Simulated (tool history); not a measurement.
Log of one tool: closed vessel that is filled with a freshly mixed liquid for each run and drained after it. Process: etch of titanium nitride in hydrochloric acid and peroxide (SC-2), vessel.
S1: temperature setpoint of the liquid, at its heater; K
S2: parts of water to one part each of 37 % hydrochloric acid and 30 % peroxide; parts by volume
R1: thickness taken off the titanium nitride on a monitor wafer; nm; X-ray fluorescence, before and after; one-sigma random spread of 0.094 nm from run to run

run 1 hour=0.0 | S1=335.15 S2=5 time_in_the_liquid_(s)=160 | R1=17.176
run 2 hour=1.6 | S1=337.15 S2=5 time_in_the_liquid_(s)=160 | R1=19.511
run 3 hour=2.3 | S1=337.15 S2=6 time_in_the_liquid_(s)=160 | R1=16.890
run 4 hour=3.0 | S1=337.15 S2=6 time_in_the_liquid_(s)=170 | R1=18.015
run 5 hour=5.3 | S1=338.65 S2=6 time_in_the_liquid_(s)=170 | R1=19.681
run 6 hour=14.0 | S1=340.15 S2=6 time_in_the_liquid_(s)=170 | R1=21.529
run 7 hour=20.8 | S1=340.15 S2=6 time_in_the_liquid_(s)=170 | R1=21.581

Estimate the outcome of run 8 from the log above:
-- hour=22.6 chemicals flow meter replaced
run 8 hour=22.6 | S1=341.15 S2=6 time_in_the_liquid_(s)=170 | R1=?

{"run 8": {"R1": 24.932}}
